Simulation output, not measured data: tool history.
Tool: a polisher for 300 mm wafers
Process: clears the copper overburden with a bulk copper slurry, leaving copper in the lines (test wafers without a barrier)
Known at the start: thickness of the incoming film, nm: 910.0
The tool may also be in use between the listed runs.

run,hour,flow of slurry (ml/min),pressure of the wafer on the pad (psi),speed of the pad under the wafer (m/s),abrasive content of the slurry,overpolish time after the end point (s),time until the end point was called (s),dishing of a wide line in a test structure (Å)
1,0,260,2.1,1.1,1,8,149.57,343.86
2,2.2,260,1.9,1.1,1,8,163.04,305.06
3,6.9,260,1.8,1.1,1,8,170.93,296.21
4,13.1,260,1.8,1.1,1,4,172.1,159.49
5,18.6,225,1.8,1.1,1,4,175.18,161.59
6,19.4,225,1.8,1.08,1,5,180.82,192.39
# hour 22.9: slurry blender recalibrated
7,22.9,215,1.8,1.06,1,6,176.77,225.18

Forecast run 8:
8,27.4,210,1.5,1.02,1,8,?,?

time until the end point was called (s): 218.33
dishing of a wide line in a test structure (Å): 244.36

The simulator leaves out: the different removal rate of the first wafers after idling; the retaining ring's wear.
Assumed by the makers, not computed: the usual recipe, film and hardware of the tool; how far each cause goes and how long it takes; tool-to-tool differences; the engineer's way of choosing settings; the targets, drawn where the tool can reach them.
